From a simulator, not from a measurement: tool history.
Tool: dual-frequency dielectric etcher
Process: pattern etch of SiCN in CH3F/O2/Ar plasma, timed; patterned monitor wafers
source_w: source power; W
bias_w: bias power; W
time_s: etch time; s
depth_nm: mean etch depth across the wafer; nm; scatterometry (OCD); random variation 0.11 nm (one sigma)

run,hour,source_w,bias_w,time_s,depth_nm
1,0,370,93,77,29.03
2,5.7,350,90,77,28.379
3,8.7,370,90,77,28.921
4,12.6,350,86,77,27.942
5,18.5,330,83,77,26.948
6,20.9,310,81,77,26.195
7,28.4,310,81,77,26.278
8,35.7,300,79,77,25.608

Forecast run 9:
9,37.4,290,78,77,?

Run 9 gave depth_nm 25.175 nm.

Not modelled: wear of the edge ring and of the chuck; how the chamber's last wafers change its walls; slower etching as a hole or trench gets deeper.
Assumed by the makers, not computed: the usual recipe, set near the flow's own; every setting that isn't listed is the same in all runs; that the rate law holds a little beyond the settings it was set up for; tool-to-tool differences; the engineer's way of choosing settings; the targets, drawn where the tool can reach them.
